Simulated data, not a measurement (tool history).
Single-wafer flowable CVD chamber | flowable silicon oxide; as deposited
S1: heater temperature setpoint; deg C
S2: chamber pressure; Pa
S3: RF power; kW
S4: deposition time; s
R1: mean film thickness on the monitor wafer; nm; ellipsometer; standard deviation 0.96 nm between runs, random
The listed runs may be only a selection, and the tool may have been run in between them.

| run | hour | S1 | S2 | S3 | S4 | R1 |
|---|---|---|---|---|---|---|
| 1 | 0.0 | 110 | 106.3 | 1.955 | 241 | 119.68 |
| 2 | 3.1 | 107 | 106.4 | 1.955 | 241 | 129.44 |
| 3 | 7.3 | 104 | 106.5 | 1.955 | 241 | 142.64 |
| 4 | 10.2 | 102 | 106.5 | 1.955 | 241 | 149.53 |
| 5 | 17.1 | 102 | 106.5 | 2.105 | 241 | 154.55 |
| 6 | 20.1 | 102 | 106.5 | 2.105 | 241 | 155.11 |

The next listed run, before its measurement:
| 7 | 25.2 | 101 | 106.5 | 2.105 | 241 | ? |

{"run 7": {"R1": 158.7}}

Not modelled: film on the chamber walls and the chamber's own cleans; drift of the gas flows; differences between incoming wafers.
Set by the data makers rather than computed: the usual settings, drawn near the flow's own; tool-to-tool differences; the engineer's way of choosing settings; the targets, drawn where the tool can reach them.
